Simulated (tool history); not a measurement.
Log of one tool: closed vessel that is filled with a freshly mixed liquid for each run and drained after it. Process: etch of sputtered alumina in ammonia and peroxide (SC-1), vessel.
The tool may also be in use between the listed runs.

run  hour  temperature setpoint of the liquid (C)  parts of 29 % ammonia solution to one part of 30 % peroxide (parts by volume)  time in the liquid (s)  thickness taken off the sputtered alumina on a monitor wafer (Å)
  1   0.0                                    51.0                                                                            0.5                     170                                                            98.151
  2   1.5                                    51.0                                                                            0.5                     185                                                           107.030
  3   7.4                                    51.0                                                                            0.5                     170                                                            98.260
  4  14.2                                    53.5                                                                            0.5                     170                                                           113.070
  5  15.4                                    53.5                                                                            0.4                     170                                                           110.190
  6  18.4                                    55.0                                                                            0.4                     170                                                           119.990
  7  23.6                                    56.0                                                                            0.4                     170                                                           126.920
  8  25.1                                    57.0                                                                            0.4                     170                                                           134.820

Run 9 comes next. What will it give?
  9  34.0                                    57.5                                                                            0.4                     170                                                                 ?

Run 9 gave thickness taken off the sputtered alumina on a monitor wafer (Å) 136.160.
